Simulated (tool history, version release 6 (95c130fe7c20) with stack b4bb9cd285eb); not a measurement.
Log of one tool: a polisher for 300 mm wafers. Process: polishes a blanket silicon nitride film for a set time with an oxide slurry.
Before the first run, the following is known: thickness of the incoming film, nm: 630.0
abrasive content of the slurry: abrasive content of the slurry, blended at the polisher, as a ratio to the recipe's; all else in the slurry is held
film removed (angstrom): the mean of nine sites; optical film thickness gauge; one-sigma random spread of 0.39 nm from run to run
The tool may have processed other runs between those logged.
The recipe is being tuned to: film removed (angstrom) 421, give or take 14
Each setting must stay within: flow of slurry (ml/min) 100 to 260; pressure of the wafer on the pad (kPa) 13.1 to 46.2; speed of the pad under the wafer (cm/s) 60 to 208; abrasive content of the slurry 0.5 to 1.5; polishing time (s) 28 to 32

run	day	flow of slurry (ml/min)	pressure of the wafer on the pad (kPa)	speed of the pad under the wafer (cm/s)	abrasive content of the slurry	polishing time (s)	film removed (angstrom)
1	0	165	29.6	134	1	32	224.06
2	0.304	165	29.6	134	0.85	32	203.19
3	0.342	165	29.6	134	0.85	32	199.92
4	0.379	165	22.8	134	0.85	32	180.32
5	0.442	165	22.8	134	0.85	32	178.13
6	0.629	170	27.6	146	0.85	32	203.97
7	0.954	170	31	158	0.9	32	231.32
8	1.104	175	33.8	168	0.95	32	263.47
9	1.446	175	36.5	176	1	32	297.03
10	1.721	175	38.6	182	1	32	318.04
11	1.783	175	40	188	1	32	332.98
12	1.888	200	46.2	196	1	32	384.5

Which of these 5 next moves meets every target?
A	1.992	170	45.5	196	1.1	32	?
B	1.992	190	46.2	192	1.05	32	?
C	1.992	250	42.7	206	1.3	31	?
D	1.992	205	44.8	198	1	32	?
E	1.992	175	46.2	208	1.05	31	?

move	film removed (angstrom)
A	391.61
B	386.07
C	424.45
D	381.17
E	394.78
A: gains on the last run, yet a result remains outside its allowed miss
B: roughly where the last run was
C: in spec on every target
D: lands further from the targets than the last run did
E: gains on the last run, yet a result remains outside its allowed miss
So the answer is move C, the one that meets all the targets.
